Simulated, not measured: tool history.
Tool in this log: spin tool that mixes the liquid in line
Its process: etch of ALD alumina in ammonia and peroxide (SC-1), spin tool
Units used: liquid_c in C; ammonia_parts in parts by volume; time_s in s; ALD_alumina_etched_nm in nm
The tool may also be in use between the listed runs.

Run 1, hour 0.0: liquid_c 52.0 C, ammonia_parts 0.4 parts by volume, time_s 265 s. Result: ALD_alumina_etched_nm 13.0370 nm.
Run 2, hour 1.8: liquid_c 52.0 C, ammonia_parts 0.4 parts by volume, time_s 290 s. Result: ALD_alumina_etched_nm 14.2170 nm.
Run 3, hour 10.5: liquid_c 49.5 C, ammonia_parts 0.4 parts by volume, time_s 290 s. Result: ALD_alumina_etched_nm 12.2070 nm.
Run 4, hour 18.5: liquid_c 49.5 C, ammonia_parts 0.4 parts by volume, time_s 290 s. Result: ALD_alumina_etched_nm 12.2600 nm.
Run 5, hour 22.1: liquid_c 47.5 C, ammonia_parts 0.4 parts by volume, time_s 290 s. Result: ALD_alumina_etched_nm 11.2840 nm.
Run 6, hour 29.6: liquid_c 42.5 C, ammonia_parts 0.4 parts by volume, time_s 290 s. Result: ALD_alumina_etched_nm 8.2523 nm.
Run 7, hour 30.2: liquid_c 42.0 C, ammonia_parts 0.4 parts by volume, time_s 290 s. Result: ALD_alumina_etched_nm 7.9946 nm.

Run 8 comes next. What will it give?
Run 8, hour 38.6: liquid_c 41.5 C, ammonia_parts 0.4 parts by volume, time_s 290 s. Result: ALD_alumina_etched_nm ?.

For run 8 the tool returned ALD_alumina_etched_nm 7.9643 nm.
